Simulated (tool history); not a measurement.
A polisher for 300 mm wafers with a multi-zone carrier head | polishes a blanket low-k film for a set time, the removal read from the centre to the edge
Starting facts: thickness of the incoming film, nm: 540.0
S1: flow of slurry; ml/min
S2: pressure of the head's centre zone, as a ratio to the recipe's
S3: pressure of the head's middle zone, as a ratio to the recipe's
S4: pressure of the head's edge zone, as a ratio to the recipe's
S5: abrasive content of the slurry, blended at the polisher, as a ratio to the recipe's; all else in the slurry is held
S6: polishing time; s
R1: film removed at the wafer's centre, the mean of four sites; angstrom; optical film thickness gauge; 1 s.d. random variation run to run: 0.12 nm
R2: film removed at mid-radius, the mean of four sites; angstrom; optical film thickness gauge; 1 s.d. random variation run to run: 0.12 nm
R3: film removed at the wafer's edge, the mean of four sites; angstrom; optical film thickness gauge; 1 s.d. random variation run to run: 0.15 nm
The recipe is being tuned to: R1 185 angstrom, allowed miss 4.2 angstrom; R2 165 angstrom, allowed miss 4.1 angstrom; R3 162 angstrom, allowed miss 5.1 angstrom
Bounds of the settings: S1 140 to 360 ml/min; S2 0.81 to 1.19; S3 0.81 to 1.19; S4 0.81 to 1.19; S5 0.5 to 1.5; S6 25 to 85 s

Run 1, hour 0: S1 230 ml/min, S2 1, S3 1, S4 1, S5 1, S6 55 s. Result: R1 280.92 angstrom, R2 285.07 angstrom, R3 279.13 angstrom.
Run 2, hour 3.6: S1 230 ml/min, S2 1, S3 1, S4 1, S5 1, S6 64 s. Result: R1 331.52 angstrom, R2 332.56 angstrom, R3 325.49 angstrom.
Run 3, hour 6.4: S1 270 ml/min, S2 1, S3 1, S4 1, S5 1, S6 64 s. Result: R1 336.24 angstrom, R2 339.98 angstrom, R3 333.04 angstrom.
Run 4, hour 14.6: S1 260 ml/min, S2 1, S3 0.99, S4 0.98, S5 0.95, S6 61 s. Result: R1 309.92 angstrom, R2 309.49 angstrom, R3 302.53 angstrom.
Run 5, hour 21.6: S1 250 ml/min, S2 1, S3 0.98, S4 0.96, S5 0.9, S6 59 s. Result: R1 291.25 angstrom, R2 290.33 angstrom, R3 278.64 angstrom.
Run 6, hour 27.4: S1 240 ml/min, S2 1, S3 0.96, S4 0.95, S5 0.85, S6 57 s. Result: R1 272.84 angstrom, R2 262.83 angstrom, R3 264.1 angstrom.
Run 7, hour 30.9: S1 240 ml/min, S2 1, S3 0.96, S4 0.93, S5 0.8, S6 55 s. Result: R1 256.33 angstrom, R2 244.97 angstrom, R3 242.2 angstrom.
Run 8, hour 37.3: S1 235 ml/min, S2 1, S3 0.96, S4 0.92, S5 0.75, S6 54 s. Result: R1 240.18 angstrom, R2 236.35 angstrom, R3 229.36 angstrom.
Run 9, hour 45.7: S1 235 ml/min, S2 1, S3 0.95, S4 0.91, S5 0.7, S6 53 s. Result: R1 231.1 angstrom, R2 219.67 angstrom, R3 218.46 angstrom.
Run 10, hour 52.8: S1 235 ml/min, S2 1, S3 0.95, S4 0.9, S5 0.65, S6 52 s. Result: R1 217.91 angstrom, R2 206.15 angstrom, R3 203.21 angstrom.
Run 11, hour 54.6: S1 215 ml/min, S2 1.01, S3 0.89, S4 0.81, S5 0.5, S6 48 s. Result: R1 169.68 angstrom, R2 152.94 angstrom, R3 150.41 angstrom.
Run 12, hour 57.4: S1 225 ml/min, S2 1.01, S3 0.89, S4 0.81, S5 0.5, S6 48 s. Result: R1 171.87 angstrom, R2 153.59 angstrom, R3 154.05 angstrom.
Run 13, hour 58.3: S1 290 ml/min, S2 1.05, S3 0.96, S4 0.83, S5 0.5, S6 47 s. Result: R1 177.84 angstrom, R2 164.27 angstrom, R3 151.98 angstrom.
Run 14, hour 63: S1 305 ml/min, S2 1.07, S3 0.94, S4 0.93, S5 0.55, S6 47 s. Result: R1 193.69 angstrom, R2 171.86 angstrom, R3 168.75 angstrom.
Run 15, hour 69.2: S1 305 ml/min, S2 1.07, S3 0.94, S4 0.92, S5 0.55, S6 47 s. Result: R1 193.8 angstrom, R2 172.6 angstrom, R3 170.77 angstrom.
Run 16, hour 78.1: S1 305 ml/min, S2 1.07, S3 0.94, S4 0.91, S5 0.55, S6 47 s. Result: R1 192.94 angstrom, R2 171.6 angstrom, R3 170.59 angstrom.
Run 17, hour 79.1: S1 305 ml/min, S2 1.07, S3 0.94, S4 0.91, S5 0.55, S6 47 s. Result: R1 193.92 angstrom, R2 173.77 angstrom, R3 168.28 angstrom.
Run 18, hour 82.7: S1 305 ml/min, S2 1.07, S3 0.94, S4 0.9, S5 0.55, S6 47 s. Result: R1 195.78 angstrom, R2 172.24 angstrom, R3 166.5 angstrom.

Which of these 4 next moves meets every target?
Run A, hour 86.3: S1 255 ml/min, S2 1.06, S3 0.93, S4 0.87, S5 0.5, S6 49 s. Result: R1 ?, R2 ?, R3 ?.
Run B, hour 86.3: S1 280 ml/min, S2 1.01, S3 0.89, S4 0.92, S5 0.5, S6 48 s. Result: R1 ?, R2 ?, R3 ?.
Run C, hour 86.3: S1 360 ml/min, S2 1.08, S3 0.91, S4 0.81, S5 0.5, S6 46 s. Result: R1 ?, R2 ?, R3 ?.
Run D, hour 86.3: S1 320 ml/min, S2 1.1, S3 0.91, S4 0.87, S5 0.65, S6 39 s. Result: R1 ?, R2 ?, R3 ?.

move      R1      R2      R3
   A   185.7  163.63  161.72
   B  175.13   156.1  163.83
   C  184.15  155.85  150.84
   D  184.71  153.59  153.82
A: all results in spec
B: carries the result that was furthest off beyond its target, to the other side
C: corrects the largest miss of the last run, while another result sits out of spec
D: corrects the largest miss of the last run, while another result sits out of spec
Answer: A

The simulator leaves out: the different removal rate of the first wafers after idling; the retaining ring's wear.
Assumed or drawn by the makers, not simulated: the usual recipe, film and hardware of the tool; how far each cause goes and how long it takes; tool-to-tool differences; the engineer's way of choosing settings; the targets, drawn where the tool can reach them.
